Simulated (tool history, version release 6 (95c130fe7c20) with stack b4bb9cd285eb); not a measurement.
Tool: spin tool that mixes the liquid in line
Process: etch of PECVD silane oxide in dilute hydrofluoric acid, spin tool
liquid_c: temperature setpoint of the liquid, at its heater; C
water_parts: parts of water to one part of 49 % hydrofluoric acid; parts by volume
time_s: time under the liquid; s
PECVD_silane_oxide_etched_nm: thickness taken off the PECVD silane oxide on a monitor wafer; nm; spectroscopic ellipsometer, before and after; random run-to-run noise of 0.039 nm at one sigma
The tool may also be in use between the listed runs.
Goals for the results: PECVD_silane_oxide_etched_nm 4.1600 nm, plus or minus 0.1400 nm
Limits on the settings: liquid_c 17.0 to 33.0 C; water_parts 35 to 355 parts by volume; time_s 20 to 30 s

| run | day | liquid_c | water_parts | time_s | PECVD_silane_oxide_etched_nm |
|---|---|---|---|---|---|
| 1 | 0.000 | 25.0 | 195 | 30 | 7.2377 |
| 2 | 0.138 | 22.5 | 210 | 30 | 6.0685 |
| 3 | 0.229 | 19.0 | 210 | 30 | 5.2712 |
| 4 | 0.462 | 19.0 | 145 | 30 | 8.0251 |
| 5 | 0.754 | 18.5 | 175 | 30 | 6.4737 |
| 6 | 0.796 | 18.0 | 195 | 30 | 5.4888 |
| 7 | 1.142 | 17.5 | 205 | 30 | 5.0617 |
| 8 | 1.317 | 17.5 | 215 | 30 | 4.7771 |
| 9 | 1.579 | 17.5 | 220 | 30 | 4.6641 |
| 10 | 1.896 | 17.5 | 220 | 30 | 4.7356 |
| 11 | 2.221 | 17.5 | 225 | 30 | 4.5876 |
| 12 | 2.379 | 17.5 | 225 | 30 | 4.5544 |

Pick the move, out of 5, that brings all results within their allowed miss; only one does.
| A | 2.538 | 17.0 | 170 | 20 | ? |
| B | 2.538 | 18.5 | 205 | 25 | ? |
| C | 2.538 | 19.0 | 235 | 30 | ? |
| D | 2.538 | 17.0 | 195 | 25 | ? |
| E | 2.538 | 21.0 | 200 | 25 | ? |

| move | PECVD_silane_oxide_etched_nm |
|---|---|
| A | 4.1467 |
| B | 4.4147 |
| C | 4.5814 |
| D | 4.4146 |
| E | 5.0086 |
A: each result inside its tolerance
B: closer than the last run, but not yet in spec
C: further off than the last run
D: closer than the last run, but not yet in spec
E: further off than the last run
Move A is the one to make.

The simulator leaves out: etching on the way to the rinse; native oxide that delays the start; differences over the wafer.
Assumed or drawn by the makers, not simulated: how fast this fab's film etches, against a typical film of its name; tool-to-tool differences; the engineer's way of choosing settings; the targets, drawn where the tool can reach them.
